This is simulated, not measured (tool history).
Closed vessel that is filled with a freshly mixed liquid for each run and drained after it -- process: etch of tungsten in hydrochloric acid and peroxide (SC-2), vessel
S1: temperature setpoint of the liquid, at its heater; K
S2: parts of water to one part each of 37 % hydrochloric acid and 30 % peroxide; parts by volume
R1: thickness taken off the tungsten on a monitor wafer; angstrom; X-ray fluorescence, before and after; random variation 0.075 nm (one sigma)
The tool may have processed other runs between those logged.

run 1 hour=0.0 | S1=337.15 S2=7.0 time_in_the_liquid_(s)=105 | R1=380.84
run 2 hour=6.7 | S1=334.65 S2=7.0 time_in_the_liquid_(s)=105 | R1=326.55
run 3 hour=15.3 | S1=333.15 S2=7.0 time_in_the_liquid_(s)=105 | R1=297.74
run 4 hour=23.2 | S1=333.15 S2=7.0 time_in_the_liquid_(s)=115 | R1=327.20
run 5 hour=28.4 | S1=331.65 S2=7.0 time_in_the_liquid_(s)=115 | R1=296.88
run 6 hour=32.9 | S1=331.65 S2=4.5 time_in_the_liquid_(s)=115 | R1=409.25
run 7 hour=33.7 | S1=329.15 S2=4.5 time_in_the_liquid_(s)=115 | R1=348.61

For run 8, what comes out?
run 8 hour=39.9 | S1=327.15 S2=4.5 time_in_the_liquid_(s)=115 | R1=?

{"run 8": {"R1": 306.7}}
